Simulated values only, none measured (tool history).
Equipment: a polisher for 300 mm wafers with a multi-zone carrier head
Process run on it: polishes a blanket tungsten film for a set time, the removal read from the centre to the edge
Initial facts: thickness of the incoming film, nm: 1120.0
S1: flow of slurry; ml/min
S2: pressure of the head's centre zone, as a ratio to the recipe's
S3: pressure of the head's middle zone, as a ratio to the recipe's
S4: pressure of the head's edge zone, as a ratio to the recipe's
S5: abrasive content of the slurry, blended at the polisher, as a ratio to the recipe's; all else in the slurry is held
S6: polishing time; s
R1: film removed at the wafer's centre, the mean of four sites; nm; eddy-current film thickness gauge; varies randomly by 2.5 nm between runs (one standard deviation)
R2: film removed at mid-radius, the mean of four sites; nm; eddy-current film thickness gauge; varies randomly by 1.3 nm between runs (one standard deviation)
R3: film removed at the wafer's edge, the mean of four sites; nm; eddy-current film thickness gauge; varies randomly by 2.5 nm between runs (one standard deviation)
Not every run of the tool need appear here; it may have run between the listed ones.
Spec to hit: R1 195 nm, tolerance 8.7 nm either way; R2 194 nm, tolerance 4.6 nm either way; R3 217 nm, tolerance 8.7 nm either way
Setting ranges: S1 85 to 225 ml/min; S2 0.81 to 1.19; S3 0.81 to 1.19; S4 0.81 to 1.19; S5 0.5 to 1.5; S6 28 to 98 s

{"run": 1, "hour": 0.0, "S1": 145, "S2": 1, "S3": 1, "S4": 1, "S5": 1, "S6": 63, "R1": 286.21, "R2": 281.18, "R3": 297.6}
{"run": 2, "hour": 4.0, "S1": 145, "S2": 1, "S3": 1, "S4": 1, "S5": 1, "S6": 77, "R1": 348.4, "R2": 343.03, "R3": 355.93}
{"run": 3, "hour": 12.7, "S1": 180, "S2": 1, "S3": 1, "S4": 1, "S5": 1, "S6": 77, "R1": 373.94, "R2": 360.77, "R3": 375.59}
{"run": 4, "hour": 13.8, "S1": 180, "S2": 1, "S3": 1, "S4": 1, "S5": 1.15, "S6": 77, "R1": 389.65, "R2": 378.31, "R3": 385.67}
{"run": 5, "hour": 17.8, "S1": 170, "S2": 0.99, "S3": 0.98, "S4": 0.97, "S5": 1.05, "S6": 74, "R1": 356, "R2": 342.9, "R3": 348.52}
{"run": 6, "hour": 19.4, "S1": 170, "S2": 0.94, "S3": 0.98, "S4": 0.97, "S5": 1.05, "S6": 74, "R1": 336.88, "R2": 341.51, "R3": 363.21}
{"hour": 25.0, "done": "slurry nozzle cleaned"}
{"run": 7, "hour": 25.0, "S1": 160, "S2": 0.94, "S3": 0.97, "S4": 0.95, "S5": 0.95, "S6": 71, "R1": 318.63, "R2": 329.26, "R3": 337.73}
{"run": 8, "hour": 29.9, "S1": 135, "S2": 0.91, "S3": 0.87, "S4": 1, "S5": 0.8, "S6": 53, "R1": 217.26, "R2": 205.79, "R3": 240.17}
{"run": 9, "hour": 31.5, "S1": 130, "S2": 0.91, "S3": 0.87, "S4": 0.99, "S5": 0.75, "S6": 53, "R1": 209.17, "R2": 199.97, "R3": 230.98}
{"run": 10, "hour": 36.1, "S1": 125, "S2": 0.91, "S3": 0.87, "S4": 0.98, "S5": 0.75, "S6": 53, "R1": 202.22, "R2": 198.32, "R3": 230.9}

Consider the 4 candidate settings below. Which is the only one whose results all fall within their allowed miss of target?
{"run": "A", "hour": 40.7, "S1": 120, "S2": 0.82, "S3": 0.87, "S4": 0.98, "S5": 0.75, "S6": 55, "R1": "?", "R2": "?", "R3": "?"}
{"run": "B", "hour": 40.7, "S1": 135, "S2": 0.89, "S3": 0.89, "S4": 1.09, "S5": 0.8, "S6": 49, "R1": "?", "R2": "?", "R3": "?"}
{"run": "C", "hour": 40.7, "S1": 175, "S2": 0.88, "S3": 0.89, "S4": 0.98, "S5": 0.6, "S6": 50, "R1": "?", "R2": "?", "R3": "?"}
{"run": "D", "hour": 40.7, "S1": 130, "S2": 0.85, "S3": 0.9, "S4": 0.96, "S5": 0.7, "S6": 54, "R1": "?", "R2": "?", "R3": "?"}

move=A R1=193.31 R2=201.81 R3=238.7
move=B R1=197.2 R2=192.19 R3=233.03
move=C R1=193.99 R2=189.95 R3=215.4
move=D R1=197.51 R2=203.84 R3=230.65
A: moves away from the targets compared with the last run
B: moves away from the targets compared with the last run
C: all results in spec
D: moves away from the targets compared with the last run
Go with C: it meets all targets.
